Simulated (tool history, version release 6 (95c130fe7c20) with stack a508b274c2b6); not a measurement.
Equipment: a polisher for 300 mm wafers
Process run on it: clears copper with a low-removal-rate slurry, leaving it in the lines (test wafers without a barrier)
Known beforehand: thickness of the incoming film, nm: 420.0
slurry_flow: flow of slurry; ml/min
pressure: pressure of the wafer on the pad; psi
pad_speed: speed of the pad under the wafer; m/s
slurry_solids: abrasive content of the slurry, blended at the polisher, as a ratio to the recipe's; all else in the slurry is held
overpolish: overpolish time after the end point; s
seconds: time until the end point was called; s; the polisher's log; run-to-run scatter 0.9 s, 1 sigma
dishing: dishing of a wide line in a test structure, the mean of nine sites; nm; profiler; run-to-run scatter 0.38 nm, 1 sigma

run,hour,slurry_flow,pressure,pad_speed,slurry_solids,overpolish,seconds,dishing
1,0.0,265,2.7,1.30,1.0,12,115.590,19.938
2,2.8,265,2.2,1.30,1.0,12,142.100,17.950
3,3.3,265,2.4,1.32,1.0,12,127.020,19.239
4,4.2,265,2.4,1.54,1.0,12,112.030,21.328
# hour 10.2: slurry blender recalibrated
5,10.2,265,1.8,1.54,1.0,12,142.770,18.168
6,12.1,265,2.0,1.54,1.0,12,127.480,18.870
7,14.0,265,2.7,1.64,1.0,17,89.498,28.221

Run 8 is up next; what results do you expect?
8,19.3,265,2.8,1.64,1.0,17,?,?

seconds: 86.703 s
dishing: 27.626 nm

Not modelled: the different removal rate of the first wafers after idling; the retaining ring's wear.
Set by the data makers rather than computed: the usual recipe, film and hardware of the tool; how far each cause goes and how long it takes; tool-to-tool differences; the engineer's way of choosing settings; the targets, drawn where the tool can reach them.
